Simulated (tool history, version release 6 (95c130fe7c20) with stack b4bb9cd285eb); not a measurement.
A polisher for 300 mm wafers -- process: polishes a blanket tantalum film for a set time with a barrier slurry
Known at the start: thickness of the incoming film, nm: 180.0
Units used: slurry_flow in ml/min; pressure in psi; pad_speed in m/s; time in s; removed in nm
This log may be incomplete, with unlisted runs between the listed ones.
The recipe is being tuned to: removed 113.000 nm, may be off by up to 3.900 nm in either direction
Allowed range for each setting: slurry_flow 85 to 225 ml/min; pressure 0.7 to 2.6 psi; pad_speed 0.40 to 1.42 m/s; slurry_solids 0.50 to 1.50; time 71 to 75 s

| run | day | slurry_flow | pressure | pad_speed | slurry_solids | time | removed |
|---|---|---|---|---|---|---|---|
| 1 | 0.000 | 145 | 1.6 | 0.90 | 1.00 | 71 | 92.185 |
| 2 | 0.221 | 145 | 1.6 | 0.90 | 1.00 | 71 | 91.536 |
| 3 | 0.483 | 145 | 1.3 | 0.90 | 1.00 | 71 | 80.994 |
| 4 | 0.758 | 150 | 1.5 | 0.90 | 1.00 | 71 | 89.276 |
| 5 | 1.071 | 150 | 1.5 | 0.90 | 1.20 | 71 | 93.928 |
| 6 | 1.212 | 155 | 1.6 | 0.90 | 1.20 | 71 | 98.251 |
| 7 | 1.538 | 155 | 1.6 | 0.90 | 1.20 | 71 | 97.643 |
| 8 | 1.862 | 155 | 1.7 | 0.90 | 1.20 | 71 | 100.380 |
| 9 | 1.946 | 155 | 1.8 | 0.90 | 1.20 | 71 | 102.020 |

Pick the move, out of 5, that brings all results within their allowed miss; only one does.
| A | 2.029 | 180 | 2.0 | 0.86 | 1.40 | 71 | ? |
| B | 2.029 | 170 | 1.4 | 1.04 | 1.20 | 71 | ? |
| C | 2.029 | 150 | 1.3 | 1.00 | 1.40 | 75 | ? |
| D | 2.029 | 130 | 2.3 | 0.90 | 0.80 | 71 | ? |
| E | 2.029 | 155 | 1.8 | 0.96 | 1.25 | 75 | ? |

| move | removed |
|---|---|
| A | 113.330 |
| B | 104.770 |
| C | 103.980 |
| D | 105.110 |
| E | 118.490 |
A: in spec on every target
B: closes in on the targets versus the last run, not all within tolerance yet
C: closes in on the targets versus the last run, not all within tolerance yet
D: closes in on the targets versus the last run, not all within tolerance yet
E: moves the result that the last run missed by most past its target, out the other side
The move that meets every target is A.
